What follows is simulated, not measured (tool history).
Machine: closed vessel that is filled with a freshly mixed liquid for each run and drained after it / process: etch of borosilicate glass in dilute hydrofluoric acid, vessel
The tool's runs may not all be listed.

run,hour,temperature setpoint of the liquid (C),parts of water to one part of 49 % hydrofluoric acid (parts by volume),time in the liquid (s),thickness taken off the borosilicate glass on a monitor wafer (Å)
1,0,25,70,105,566.57
2,5.2,28,70,105,648.84
3,10.1,28,50,105,931.72
4,17.9,26.5,55,105,786.27
5,20.2,25,60,105,686.5
6,29.5,27.5,60,105,763.95
7,32.1,26,65,105,651.94

What will run 8 give?
8,41.1,24.5,65,105,?

{"run 8": {"thickness taken off the borosilicate glass on a monitor wafer (Å)": 620.77}}

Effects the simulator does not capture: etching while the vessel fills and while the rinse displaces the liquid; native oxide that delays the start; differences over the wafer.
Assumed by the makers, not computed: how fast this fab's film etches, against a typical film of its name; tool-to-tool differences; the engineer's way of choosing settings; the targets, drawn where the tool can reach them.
